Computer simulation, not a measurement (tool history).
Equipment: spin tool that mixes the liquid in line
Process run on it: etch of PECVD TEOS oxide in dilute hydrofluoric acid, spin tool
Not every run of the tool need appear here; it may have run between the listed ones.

run	hour	temperature setpoint of the liquid (°C)	parts of water to one part of 49 % hydrofluoric acid (parts by volume)	time under the liquid (s)	thickness taken off the PECVD TEOS oxide on a monitor wafer (nm)
1	0.0	22.0	70	55	16.722
2	1.8	21.0	70	55	15.689
3	5.6	20.5	70	55	15.326
4	14.4	23.0	70	55	17.122
5	18.9	25.5	70	55	19.242
6	21.3	25.5	70	55	19.252
7	23.9	24.0	70	55	18.029
8	31.4	20.0	75	55	14.103

Expected results for the next run?
9	36.7	19.5	75	55	?

{"run 9": {"thickness taken off the PECVD TEOS oxide on a monitor wafer (nm)": 13.783}}

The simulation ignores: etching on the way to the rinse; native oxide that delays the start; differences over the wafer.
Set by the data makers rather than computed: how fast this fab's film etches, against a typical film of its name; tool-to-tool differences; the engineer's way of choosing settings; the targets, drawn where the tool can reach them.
